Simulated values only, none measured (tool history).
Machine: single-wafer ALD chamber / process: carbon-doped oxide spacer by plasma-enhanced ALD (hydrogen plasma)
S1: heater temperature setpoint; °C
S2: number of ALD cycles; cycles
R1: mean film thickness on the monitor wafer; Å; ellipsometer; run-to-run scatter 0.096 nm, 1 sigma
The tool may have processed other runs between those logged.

{"run": 1, "hour": 0.0, "S1": 425, "S2": 502, "R1": 222.67}
{"run": 2, "hour": 8.4, "S1": 428, "S2": 472, "R1": 208.4}
{"run": 3, "hour": 17.2, "S1": 428, "S2": 430, "R1": 188.15}
{"run": 4, "hour": 25.7, "S1": 437, "S2": 430, "R1": 182.66}
{"run": 5, "hour": 32.3, "S1": 438, "S2": 428, "R1": 180.35}
{"run": 6, "hour": 34.6, "S1": 438, "S2": 466, "R1": 195.63}

For run 7, what comes out?
{"hour": 39.3, "done": "thermocouple changed; heater temperature recalibrated"}
{"run": 7, "hour": 39.3, "S1": 440, "S2": 456, "R1": "?"}

R1: 194.30 Å

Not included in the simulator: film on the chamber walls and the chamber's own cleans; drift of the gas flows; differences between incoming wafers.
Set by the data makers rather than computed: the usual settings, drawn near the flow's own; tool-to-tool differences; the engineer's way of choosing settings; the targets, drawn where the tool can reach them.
